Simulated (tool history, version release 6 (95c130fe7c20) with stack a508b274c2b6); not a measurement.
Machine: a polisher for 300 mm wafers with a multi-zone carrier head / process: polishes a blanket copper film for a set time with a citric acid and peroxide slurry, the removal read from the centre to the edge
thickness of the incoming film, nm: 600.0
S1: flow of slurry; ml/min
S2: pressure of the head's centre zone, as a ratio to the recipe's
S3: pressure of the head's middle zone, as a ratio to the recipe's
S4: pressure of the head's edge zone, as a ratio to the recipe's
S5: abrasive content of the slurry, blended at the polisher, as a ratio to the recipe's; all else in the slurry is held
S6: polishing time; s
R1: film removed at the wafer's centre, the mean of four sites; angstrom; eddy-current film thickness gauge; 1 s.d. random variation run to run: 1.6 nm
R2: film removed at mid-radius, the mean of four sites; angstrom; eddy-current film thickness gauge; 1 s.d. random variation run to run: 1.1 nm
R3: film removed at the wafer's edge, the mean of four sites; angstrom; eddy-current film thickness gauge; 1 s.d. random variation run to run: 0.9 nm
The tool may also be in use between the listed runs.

run,hour,S1,S2,S3,S4,S5,S6,R1,R2,R3
1,0.0,210,1.00,1.00,1.00,1.00,53,901.57,899.80,905.01
2,6.9,210,0.97,1.00,1.00,1.00,53,890.12,905.49,898.40
3,14.4,230,1.02,1.04,1.04,1.15,54,1003.60,962.07,963.02
4,16.5,230,1.02,1.01,1.04,1.15,54,1003.10,948.20,974.11
# hour 23.0: centre zone pressure recalibrated
5,23.0,240,1.01,1.05,1.06,1.25,56,987.11,1034.50,1022.50
6,31.9,250,1.04,1.07,1.08,1.35,57,1059.50,1083.30,1081.40
7,36.9,260,1.07,1.09,1.09,1.40,58,1125.90,1152.00,1111.90

For run 8, what comes out?
8,45.5,290,1.12,1.09,1.15,1.50,58,?,?,?

R1: 1188.20 angstrom
R2: 1177.40 angstrom
R3: 1176.80 angstrom
